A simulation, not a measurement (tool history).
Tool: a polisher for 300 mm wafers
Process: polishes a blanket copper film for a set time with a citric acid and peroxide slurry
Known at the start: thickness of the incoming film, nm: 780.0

run  hour  flow of slurry (ml/min)  pressure of the wafer on the pad (kPa)  speed of the pad under the wafer (m/s)  abrasive content of the slurry  polishing time (s)  film removed (Å)
  1     0                      180                                    17.9                                       1                               1                  56            1128.9
  2   7.8                      180                                    15.9                                       1                               1                  56            1043.9
  3  12.1                      180                                    13.1                                       1                               1                  56            870.53
  4  13.1                      180                                    13.1                                       1                               1                  56            843.32
  5  15.1                      180                                    16.5                                       1                               1                  56            1064.6
  6  22.8                      180                                    16.5                                       1                             1.2                  56            1103.8
  7  29.8                      180                                    15.2                                       1                             1.2                  56            1009.2

The next listed run, before its measurement:
  8  35.7                      180                                    13.8                                       1                             1.2                  56                 ?

film removed (Å): 937.06
